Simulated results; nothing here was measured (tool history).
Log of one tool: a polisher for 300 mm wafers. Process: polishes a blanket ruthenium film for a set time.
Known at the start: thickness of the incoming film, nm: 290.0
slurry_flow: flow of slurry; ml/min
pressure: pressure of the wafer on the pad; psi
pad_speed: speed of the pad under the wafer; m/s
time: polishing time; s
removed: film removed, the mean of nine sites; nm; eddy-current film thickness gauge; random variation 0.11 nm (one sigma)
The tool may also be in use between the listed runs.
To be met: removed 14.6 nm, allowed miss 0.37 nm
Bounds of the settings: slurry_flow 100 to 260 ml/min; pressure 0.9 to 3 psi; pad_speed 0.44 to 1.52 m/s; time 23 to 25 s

run 1 day=0 | slurry_flow=165 pressure=1.9 pad_speed=0.98 time=25 | removed=22.172
run 2 day=0.296 | slurry_flow=160 pressure=1.8 pad_speed=0.98 time=25 | removed=21.331
run 3 day=0.65 | slurry_flow=160 pressure=1.3 pad_speed=0.98 time=25 | removed=17.119
run 4 day=0.788 | slurry_flow=160 pressure=1.3 pad_speed=0.98 time=23 | removed=15.601
run 5 day=0.917 | slurry_flow=180 pressure=1.3 pad_speed=0.98 time=23 | removed=16.001
run 6 day=1.1 | slurry_flow=180 pressure=1.3 pad_speed=0.98 time=25 | removed=17.229
run 7 day=1.342 | slurry_flow=175 pressure=1.3 pad_speed=0.98 time=25 | removed=17.379
run 8 day=1.646 | slurry_flow=170 pressure=1.3 pad_speed=0.98 time=25 | removed=17.331
run 9 day=1.696 | slurry_flow=165 pressure=1.3 pad_speed=0.98 time=25 | removed=17.054
run 10 day=1.767 | slurry_flow=165 pressure=1.3 pad_speed=0.98 time=25 | removed=17.196
run 11 day=2.125 | slurry_flow=160 pressure=1.1 pad_speed=0.98 time=25 | removed=15.334
run 12 day=2.158 | slurry_flow=155 pressure=1.1 pad_speed=0.98 time=25 | removed=15.181
run 13 day=2.504 | slurry_flow=150 pressure=1.1 pad_speed=0.98 time=25 | removed=14.947
run 14 day=2.746 | slurry_flow=135 pressure=1.1 pad_speed=0.98 time=25 | removed=14.924

4 next moves are on the table. One of them brings every result within its allowed miss. Which?
run A day=2.988 | slurry_flow=140 pressure=1 pad_speed=1.06 time=25 | removed=?
run B day=2.988 | slurry_flow=135 pressure=1.1 pad_speed=1.02 time=25 | removed=?
run C day=2.988 | slurry_flow=105 pressure=1.1 pad_speed=1.04 time=25 | removed=?
run D day=2.988 | slurry_flow=115 pressure=1 pad_speed=1.08 time=24 | removed=?

move=A removed=15.376
move=B removed=15.651
move=C removed=15.419
move=D removed=14.647
A: further off than the last run
B: further off than the last run
C: further off than the last run
D: meets every target
Answer: D
